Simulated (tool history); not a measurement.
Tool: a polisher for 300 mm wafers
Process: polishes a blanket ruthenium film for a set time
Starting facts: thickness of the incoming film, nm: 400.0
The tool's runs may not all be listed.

run,day,flow of slurry (ml/min),pressure of the wafer on the pad (psi),speed of the pad under the wafer (m/s),polishing time (s),film removed (nm)
1,0,160,2.7,1.02,75,123.1
2,0.258,160,2.8,1.02,75,125.06
3,0.425,180,2.8,1.02,75,125.33
4,0.688,180,2.8,1.02,79,134.5
5,0.979,180,2.8,0.76,79,98.933
6,1.125,180,2.4,0.76,79,87.236
7,1.433,180,2.6,0.76,79,95.504
8,1.529,180,2.8,0.76,79,98.655
9,1.583,180,2.9,0.78,79,104.92

Estimate the outcome of run 10 from the log above:
10,1.692,180,3,0.78,79,?

film removed (nm): 109.96

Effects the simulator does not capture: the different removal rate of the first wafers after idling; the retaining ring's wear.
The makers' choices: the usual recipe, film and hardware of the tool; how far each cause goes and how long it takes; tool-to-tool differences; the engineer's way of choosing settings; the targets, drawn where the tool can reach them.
